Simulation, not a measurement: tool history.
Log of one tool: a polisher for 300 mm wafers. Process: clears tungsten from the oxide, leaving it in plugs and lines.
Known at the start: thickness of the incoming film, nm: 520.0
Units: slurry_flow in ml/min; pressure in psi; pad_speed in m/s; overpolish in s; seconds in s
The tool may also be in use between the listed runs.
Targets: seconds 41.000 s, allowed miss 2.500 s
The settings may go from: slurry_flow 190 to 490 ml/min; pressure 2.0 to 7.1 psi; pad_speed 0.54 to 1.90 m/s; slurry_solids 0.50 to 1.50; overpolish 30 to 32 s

run	hour	slurry_flow	pressure	pad_speed	slurry_solids	overpolish	seconds
1	0.0	315	4.5	1.22	1.00	30	74.023
2	3.0	240	4.5	1.22	1.00	30	75.793
3	4.5	240	4.5	1.22	1.00	30	76.173
4	10.3	270	4.5	1.22	1.00	30	74.419
5	19.1	270	4.5	1.22	1.00	30	76.382
6	23.1	270	4.5	1.22	1.00	32	73.510
7	31.5	270	5.3	1.24	1.00	32	62.041
8	37.8	270	5.9	1.26	1.00	32	54.552
9	38.9	270	6.3	1.28	1.00	32	51.971

4 next moves are on the table. One of them brings every result within its allowed miss. Which?
A	40.0	305	7.1	1.38	1.00	30	?
B	40.0	270	7.1	0.88	1.05	32	?
C	40.0	255	7.1	1.22	1.20	32	?
D	40.0	290	7.1	1.72	0.90	32	?

move	seconds
A	42.919
B	66.113
C	47.732
D	35.339
A: meets every target
B: further off than the last run
C: nearer than the last run, and not there yet
D: takes the result that was furthest off past its target
Answer: A
